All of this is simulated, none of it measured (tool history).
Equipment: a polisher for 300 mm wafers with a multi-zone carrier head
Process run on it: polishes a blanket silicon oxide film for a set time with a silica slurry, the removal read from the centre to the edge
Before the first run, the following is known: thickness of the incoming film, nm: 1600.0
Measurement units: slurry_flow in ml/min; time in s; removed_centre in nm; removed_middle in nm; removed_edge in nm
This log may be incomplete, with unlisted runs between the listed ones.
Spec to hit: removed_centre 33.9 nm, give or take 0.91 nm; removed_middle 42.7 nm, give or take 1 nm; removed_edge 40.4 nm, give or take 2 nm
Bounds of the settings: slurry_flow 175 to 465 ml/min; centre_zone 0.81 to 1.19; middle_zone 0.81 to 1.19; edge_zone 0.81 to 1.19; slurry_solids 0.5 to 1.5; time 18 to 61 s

run 1 day=0 | slurry_flow=295 centre_zone=1 middle_zone=1 edge_zone=1 slurry_solids=1 time=39 | removed_centre=65.985 removed_middle=67.101 removed_edge=68.095
run 2 day=0.292 | slurry_flow=365 centre_zone=1 middle_zone=1 edge_zone=1 slurry_solids=1 time=39 | removed_centre=67.9 removed_middle=67.928 removed_edge=67.951
run 3 day=0.662 | slurry_flow=345 centre_zone=0.94 middle_zone=1 edge_zone=0.97 slurry_solids=0.85 time=36 | removed_centre=52.358 removed_middle=55.712 removed_edge=56.847
run 4 day=0.958 | slurry_flow=345 centre_zone=0.86 middle_zone=1 edge_zone=0.97 slurry_solids=0.85 time=36 | removed_centre=47.098 removed_middle=55.663 removed_edge=57.597
run 5 day=1.3 | slurry_flow=350 centre_zone=0.85 middle_zone=1.02 edge_zone=0.92 slurry_solids=0.75 time=35 | removed_centre=41.294 removed_middle=49.766 removed_edge=48.16
run 6 day=1.629 | slurry_flow=350 centre_zone=0.85 middle_zone=0.97 edge_zone=0.92 slurry_solids=0.75 time=35 | removed_centre=40.928 removed_middle=47.44 removed_edge=47.459
run 7 day=1.812 | slurry_flow=265 centre_zone=0.81 middle_zone=1.02 edge_zone=0.85 slurry_solids=0.5 time=35 | removed_centre=21.989 removed_middle=27.91 removed_edge=26.515
run 8 day=2.138 | slurry_flow=325 centre_zone=0.81 middle_zone=1.02 edge_zone=0.87 slurry_solids=0.5 time=35 | removed_centre=22.799 removed_middle=28.802 removed_edge=26.863
run 9 day=2.35 | slurry_flow=345 centre_zone=0.85 middle_zone=1.07 edge_zone=0.96 slurry_solids=0.5 time=35 | removed_centre=24.095 removed_middle=30.311 removed_edge=28.959
run 10 day=2.392 | slurry_flow=380 centre_zone=0.84 middle_zone=1.06 edge_zone=0.96 slurry_solids=0.55 time=35 | removed_centre=28.263 removed_middle=36.03 removed_edge=34.311
run 11 day=2.533 | slurry_flow=460 centre_zone=0.86 middle_zone=1.05 edge_zone=0.96 slurry_solids=0.55 time=35 | removed_centre=29.262 removed_middle=35.759 removed_edge=34.455
run 12 day=2.712 | slurry_flow=450 centre_zone=0.92 middle_zone=1.15 edge_zone=1.06 slurry_solids=0.8 time=35 | removed_centre=47.911 removed_middle=59.189 removed_edge=55.478
run 13 day=2.883 | slurry_flow=425 centre_zone=0.88 middle_zone=1.1 edge_zone=0.99 slurry_solids=0.8 time=35 | removed_centre=45.786 removed_middle=56.907 removed_edge=53.768
run 14 day=2.954 | slurry_flow=365 centre_zone=0.86 middle_zone=1.08 edge_zone=0.95 slurry_solids=0.75 time=35 | removed_centre=41.665 removed_middle=51.546 removed_edge=48.139
run 15 day=3.283 | slurry_flow=320 centre_zone=0.85 middle_zone=1.08 edge_zone=0.95 slurry_solids=0.75 time=35 | removed_centre=40.978 removed_middle=51.801 removed_edge=48.424
run 16 day=3.621 | slurry_flow=300 centre_zone=0.84 middle_zone=1.06 edge_zone=0.93 slurry_solids=0.75 time=35 | removed_centre=40.079 removed_middle=49.685 removed_edge=46.555
run 17 day=3.738 | slurry_flow=290 centre_zone=0.83 middle_zone=1.05 edge_zone=0.92 slurry_solids=0.75 time=35 | removed_centre=39.425 removed_middle=49.829 removed_edge=46.825
run 18 day=3.921 | slurry_flow=265 centre_zone=0.82 middle_zone=1.04 edge_zone=0.9 slurry_solids=0.75 time=35 | removed_centre=38.295 removed_middle=48.861 removed_edge=46.501
run 19 day=4.088 | slurry_flow=265 centre_zone=0.82 middle_zone=1.04 edge_zone=0.9 slurry_solids=0.75 time=35 | removed_centre=38.317 removed_middle=48.845 removed_edge=45.762
run 20 day=4.167 | slurry_flow=245 centre_zone=0.82 middle_zone=1.03 edge_zone=0.88 slurry_solids=0.75 time=35 | removed_centre=37.737 removed_middle=48.219 removed_edge=45.592
run 21 day=4.321 | slurry_flow=245 centre_zone=0.82 middle_zone=1.02 edge_zone=0.86 slurry_solids=0.75 time=35 | removed_centre=37.904 removed_middle=47.871 removed_edge=44.053
run 22 day=4.408 | slurry_flow=230 centre_zone=0.82 middle_zone=1.01 edge_zone=0.86 slurry_solids=0.75 time=35 | removed_centre=37.769 removed_middle=47.044 removed_edge=45.254
run 23 day=4.642 | slurry_flow=230 centre_zone=0.82 middle_zone=1.01 edge_zone=0.85 slurry_solids=0.75 time=35 | removed_centre=37.556 removed_middle=46.444 removed_edge=44.238
run 24 day=4.917 | slurry_flow=225 centre_zone=0.82 middle_zone=1.01 edge_zone=0.85 slurry_solids=0.75 time=35 | removed_centre=37.033 removed_middle=45.89 removed_edge=44.581
run 25 day=4.975 | slurry_flow=225 centre_zone=0.82 middle_zone=1.01 edge_zone=0.84 slurry_solids=0.75 time=35 | removed_centre=37.939 removed_middle=46.729 removed_edge=43.555
run 26 day=5.162 | slurry_flow=220 centre_zone=0.82 middle_zone=1.01 edge_zone=0.84 slurry_solids=0.75 time=35 | removed_centre=37.124 removed_middle=46.819 removed_edge=43.496
run 27 day=5.304 | slurry_flow=215 centre_zone=0.82 middle_zone=1 edge_zone=0.84 slurry_solids=0.75 time=35 | removed_centre=37.278 removed_middle=46.304 removed_edge=43.692

5 candidate next runs follow, results not yet known. Just one meets every target within its allowed miss. Identify it.
run A day=5.446 | slurry_flow=175 centre_zone=0.84 middle_zone=0.87 edge_zone=0.9 slurry_solids=0.6 time=47 | removed_centre=? removed_middle=? removed_edge=?
run B day=5.446 | slurry_flow=175 centre_zone=0.88 middle_zone=0.81 edge_zone=0.94 slurry_solids=0.8 time=35 | removed_centre=? removed_middle=? removed_edge=?
run C day=5.446 | slurry_flow=255 centre_zone=0.88 middle_zone=1.02 edge_zone=0.81 slurry_solids=0.7 time=39 | removed_centre=? removed_middle=? removed_edge=?
run D day=5.446 | slurry_flow=200 centre_zone=0.81 middle_zone=1 edge_zone=0.81 slurry_solids=0.6 time=42 | removed_centre=? removed_middle=? removed_edge=?
run E day=5.446 | slurry_flow=215 centre_zone=0.81 middle_zone=1.08 edge_zone=0.81 slurry_solids=0.95 time=27 | removed_centre=? removed_middle=? removed_edge=?

move=A removed_centre=38.298 removed_middle=41.495 removed_edge=46.014
move=B removed_centre=40.587 removed_middle=39.588 removed_edge=47.544
move=C removed_centre=42.598 removed_middle=49.93 removed_edge=45.465
move=D removed_centre=33.912 removed_middle=42.66 removed_edge=39.844
move=E removed_centre=34.274 removed_middle=45.943 removed_edge=40.035
A: lands further from the targets than the last run did
B: lands further from the targets than the last run did
C: lands further from the targets than the last run did
D: in spec on every target
E: the worst result of the last run now meets its target, but another is out of spec
Move D is the one to make.

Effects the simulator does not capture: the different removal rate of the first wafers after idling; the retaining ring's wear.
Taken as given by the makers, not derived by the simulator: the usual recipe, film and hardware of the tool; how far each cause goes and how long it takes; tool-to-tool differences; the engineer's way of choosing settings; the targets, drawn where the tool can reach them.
